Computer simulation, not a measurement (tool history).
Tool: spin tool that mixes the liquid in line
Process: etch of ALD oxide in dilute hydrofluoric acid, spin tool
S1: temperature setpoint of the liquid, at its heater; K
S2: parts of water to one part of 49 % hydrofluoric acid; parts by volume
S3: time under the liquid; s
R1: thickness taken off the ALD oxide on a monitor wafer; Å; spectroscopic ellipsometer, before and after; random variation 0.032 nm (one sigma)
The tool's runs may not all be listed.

run 1 hour=0 | S1=297.15 S2=90 S3=35 | R1=69.195
run 2 hour=7 | S1=297.15 S2=75 S3=35 | R1=84.945
run 3 hour=7.6 | S1=295.15 S2=75 S3=35 | R1=78.216
run 4 hour=10.8 | S1=293.65 S2=80 S3=35 | R1=68.149
-- hour=17.9 hydrofluoric acid flow meter replaced
run 5 hour=17.9 | S1=292.65 S2=80 S3=35 | R1=58.476
run 6 hour=23.6 | S1=292.65 S2=60 S3=35 | R1=78.237
run 7 hour=25.4 | S1=292.15 S2=65 S3=35 | R1=71.764

Forecast run 8:
run 8 hour=28.6 | S1=291.65 S2=70 S3=35 | R1=?

R1: 64.705 Å
